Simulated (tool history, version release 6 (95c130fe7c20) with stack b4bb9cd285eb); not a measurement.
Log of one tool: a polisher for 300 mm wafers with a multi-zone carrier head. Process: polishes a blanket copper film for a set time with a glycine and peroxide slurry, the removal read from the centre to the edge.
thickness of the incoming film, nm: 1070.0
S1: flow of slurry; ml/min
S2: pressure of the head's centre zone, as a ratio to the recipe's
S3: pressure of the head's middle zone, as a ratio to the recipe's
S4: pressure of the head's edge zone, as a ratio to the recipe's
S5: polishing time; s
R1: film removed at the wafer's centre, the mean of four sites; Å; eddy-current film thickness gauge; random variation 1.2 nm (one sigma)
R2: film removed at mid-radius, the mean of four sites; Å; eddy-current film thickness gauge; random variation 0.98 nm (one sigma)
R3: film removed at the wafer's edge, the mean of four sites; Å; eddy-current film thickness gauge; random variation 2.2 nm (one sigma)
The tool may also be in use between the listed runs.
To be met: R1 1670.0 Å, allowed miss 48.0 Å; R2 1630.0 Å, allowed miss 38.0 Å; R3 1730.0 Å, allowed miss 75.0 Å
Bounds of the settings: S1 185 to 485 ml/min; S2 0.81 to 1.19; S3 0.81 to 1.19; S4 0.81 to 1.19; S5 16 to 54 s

{"run": 1, "hour": 0.0, "S1": 310, "S2": 1.0, "S3": 1.0, "S4": 1.0, "S5": 35, "R1": 2616.4, "R2": 2786.2, "R3": 2672.7}
{"run": 2, "hour": 4.1, "S1": 300, "S2": 0.98, "S3": 0.95, "S4": 0.97, "S5": 31, "R1": 2278.6, "R2": 2344.8, "R3": 2358.1}
{"run": 3, "hour": 7.2, "S1": 300, "S2": 0.93, "S3": 0.95, "S4": 0.97, "S5": 31, "R1": 2131.7, "R2": 2353.7, "R3": 2381.1}
{"run": 4, "hour": 9.0, "S1": 295, "S2": 0.93, "S3": 0.92, "S4": 0.94, "S5": 29, "R1": 1993.0, "R2": 2138.1, "R3": 2189.4}
{"run": 5, "hour": 12.0, "S1": 295, "S2": 0.85, "S3": 0.92, "S4": 0.94, "S5": 29, "R1": 1822.4, "R2": 2141.2, "R3": 2138.0}
{"run": 6, "hour": 18.8, "S1": 290, "S2": 0.87, "S3": 0.89, "S4": 0.91, "S5": 27, "R1": 1751.5, "R2": 1928.9, "R3": 2011.0}
{"run": 7, "hour": 25.4, "S1": 290, "S2": 0.87, "S3": 0.89, "S4": 0.91, "S5": 27, "R1": 1742.5, "R2": 1921.2, "R3": 1999.7}
{"run": 8, "hour": 26.2, "S1": 290, "S2": 0.89, "S3": 0.88, "S4": 0.88, "S5": 26, "R1": 1730.6, "R2": 1849.3, "R3": 1874.1}
{"run": 9, "hour": 29.9, "S1": 245, "S2": 0.92, "S3": 0.81, "S4": 0.86, "S5": 24, "R1": 1619.1, "R2": 1571.1, "R3": 1734.0}
{"run": 10, "hour": 34.9, "S1": 255, "S2": 0.92, "S3": 0.82, "S4": 0.86, "S5": 24, "R1": 1639.4, "R2": 1588.1, "R3": 1745.2}

4 next moves are on the table. One of them brings every result within its allowed miss. Which?
{"run": "A", "hour": 39.9, "S1": 245, "S2": 0.95, "S3": 0.81, "S4": 0.86, "S5": 24, "R1": "?", "R2": "?", "R3": "?"}
{"run": "B", "hour": 39.9, "S1": 245, "S2": 0.9, "S3": 0.85, "S4": 0.89, "S5": 24, "R1": "?", "R2": "?", "R3": "?"}
{"run": "C", "hour": 39.9, "S1": 335, "S2": 0.89, "S3": 0.81, "S4": 0.93, "S5": 23, "R1": "?", "R2": "?", "R3": "?"}
{"run": "D", "hour": 39.9, "S1": 280, "S2": 0.94, "S3": 0.84, "S4": 0.87, "S5": 24, "R1": "?", "R2": "?", "R3": "?"}

move=A R1=1659.4 R2=1567.9 R3=1696.7
move=B R1=1571.8 R2=1631.4 R3=1712.6
move=C R1=1546.3 R2=1555.4 R3=1707.8
move=D R1=1671.5 R2=1641.5 R3=1722.5
A: further off than the last run
B: brings the result that was furthest off to its target, and leaves another outside
C: further off than the last run
D: meets every target
The right move is D.

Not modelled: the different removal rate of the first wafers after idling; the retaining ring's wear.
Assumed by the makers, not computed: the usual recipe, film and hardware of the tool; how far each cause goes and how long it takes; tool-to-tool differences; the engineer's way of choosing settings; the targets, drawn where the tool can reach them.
